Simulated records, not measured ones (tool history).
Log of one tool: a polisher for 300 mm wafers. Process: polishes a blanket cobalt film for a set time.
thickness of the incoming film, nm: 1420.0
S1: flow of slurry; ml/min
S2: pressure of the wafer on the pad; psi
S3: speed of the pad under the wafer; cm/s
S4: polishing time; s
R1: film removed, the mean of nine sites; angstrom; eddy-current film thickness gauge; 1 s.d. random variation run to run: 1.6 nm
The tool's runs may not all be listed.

run,day,S1,S2,S3,S4,R1
1,0.000,245,2.5,130,35,2343.5
2,0.183,245,2.5,130,35,2376.3
3,0.258,245,2.5,142,35,2524.5
4,0.454,210,2.5,142,35,2535.5
5,0.554,210,2.2,142,35,2218.4
6,0.783,210,2.2,142,35,2194.9
7,0.821,210,2.0,142,35,2024.8
8,1.162,210,1.8,142,35,1813.4

For run 9, what comes out?
9,1.479,210,1.7,142,35,?

R1: 1709.3 angstrom
